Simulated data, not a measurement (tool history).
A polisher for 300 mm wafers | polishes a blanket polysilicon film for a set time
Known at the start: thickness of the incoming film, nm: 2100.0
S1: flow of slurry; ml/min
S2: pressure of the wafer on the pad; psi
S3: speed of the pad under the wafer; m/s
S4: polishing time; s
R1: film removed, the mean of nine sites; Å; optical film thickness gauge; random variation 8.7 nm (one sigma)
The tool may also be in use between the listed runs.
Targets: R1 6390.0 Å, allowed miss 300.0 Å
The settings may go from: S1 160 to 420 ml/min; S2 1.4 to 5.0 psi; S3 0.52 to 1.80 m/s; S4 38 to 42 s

run,day,S1,S2,S3,S4,R1
1,0.000,270,3.2,1.16,42,3923.0
2,0.258,270,3.5,1.16,42,4187.8
3,0.388,270,3.5,1.16,38,3905.9
4,0.754,270,3.0,1.16,38,3425.7
5,0.775,270,3.4,1.18,38,3825.2
6,0.962,270,3.7,1.22,38,4304.8
7,1.154,270,4.0,1.24,38,4686.8
8,1.500,270,4.2,1.26,38,4923.2
9,1.717,270,4.4,1.28,38,5389.9
10,1.742,270,4.5,1.28,38,5457.4
11,2.092,270,4.6,1.30,38,5584.1
12,2.242,270,4.7,1.32,38,5587.4
13,2.433,270,4.8,1.34,38,6089.9
14,2.533,270,4.8,1.34,38,5840.5
15,2.754,270,4.8,1.36,38,6063.1

5 next moves are on the table. One of them brings every result within its allowed miss. Which?
A,2.975,255,4.5,1.48,39,?
B,2.975,200,4.4,1.42,38,?
C,2.975,230,4.8,1.24,38,?
D,2.975,205,4.8,1.30,38,?
E,2.975,245,4.5,1.40,38,?

move,R1
A,6384.3
B,5718.6
C,5579.6
D,5757.7
E,5888.4
A: meets every target
B: further off than the last run
C: further off than the last run
D: further off than the last run
E: further off than the last run
The right move is A.
